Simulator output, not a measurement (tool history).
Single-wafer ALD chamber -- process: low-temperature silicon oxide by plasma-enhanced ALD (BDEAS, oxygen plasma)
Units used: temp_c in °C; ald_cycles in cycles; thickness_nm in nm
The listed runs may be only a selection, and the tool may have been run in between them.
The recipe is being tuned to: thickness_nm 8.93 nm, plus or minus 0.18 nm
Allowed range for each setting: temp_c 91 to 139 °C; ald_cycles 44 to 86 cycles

| run | hour | temp_c | ald_cycles | thickness_nm |
|---|---|---|---|---|
| 1 | 0 | 115 | 65 | 9.6564 |
| 2 | 1.7 | 116 | 64 | 9.5518 |
| 3 | 4.4 | 116 | 69 | 10.278 |
| 4 | 8.7 | 106 | 69 | 10.542 |
| 5 | 14.5 | 116 | 69 | 10.289 |
| 6 | 19.4 | 121 | 69 | 10.183 |
| 7 | 20.4 | 122 | 67 | 9.8407 |
| 8 | 23.8 | 123 | 65 | 9.549 |
| 9 | 29.1 | 124 | 64 | 9.3858 |
| 10 | 36.2 | 124 | 64 | 9.3875 |

Which one of the following 5 next-run settings gets every result inside its allowed miss? There is exactly one.
| A | 43.3 | 130 | 58 | ? |
| B | 43.3 | 122 | 64 | ? |
| C | 43.3 | 111 | 57 | ? |
| D | 43.3 | 130 | 62 | ? |
| E | 43.3 | 121 | 63 | ? |

| move | thickness_nm |
|---|---|
| A | 8.4101 |
| B | 9.4423 |
| C | 8.6082 |
| D | 8.9901 |
| E | 9.3147 |
A: the result that was furthest off in the last run now lies on the other side of its target
B: lands further from the targets than the last run did
C: the result that was furthest off in the last run now lies on the other side of its target
D: every result within its allowed miss
E: gains on the last run, yet a result remains outside its allowed miss
D meets every target.
